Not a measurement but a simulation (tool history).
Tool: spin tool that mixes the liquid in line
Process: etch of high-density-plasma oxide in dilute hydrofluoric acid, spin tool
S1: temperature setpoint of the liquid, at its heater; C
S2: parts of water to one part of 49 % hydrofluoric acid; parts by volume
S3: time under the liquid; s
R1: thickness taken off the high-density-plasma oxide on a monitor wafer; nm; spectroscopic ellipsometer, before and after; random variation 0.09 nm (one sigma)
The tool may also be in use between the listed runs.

| run | hour | S1 | S2 | S3 | R1 |
|---|---|---|---|---|---|
| 1 | 0.0 | 24.0 | 140 | 95 | 3.4149 |
| 2 | 6.7 | 24.0 | 120 | 95 | 4.0937 |
| 3 | 8.1 | 24.0 | 120 | 95 | 4.0837 |
| 4 | 11.4 | 22.5 | 120 | 95 | 3.8694 |
| 5 | 16.0 | 25.0 | 95 | 95 | 5.5646 |
| 6 | 21.2 | 25.0 | 75 | 95 | 7.1470 |
| 7 | 29.2 | 25.0 | 75 | 95 | 7.1308 |
| 8 | 33.7 | 27.0 | 70 | 95 | 8.4447 |

The next listed run, before its measurement:
| 9 | 40.2 | 28.0 | 70 | 95 | ? |

R1: 8.8359 nm
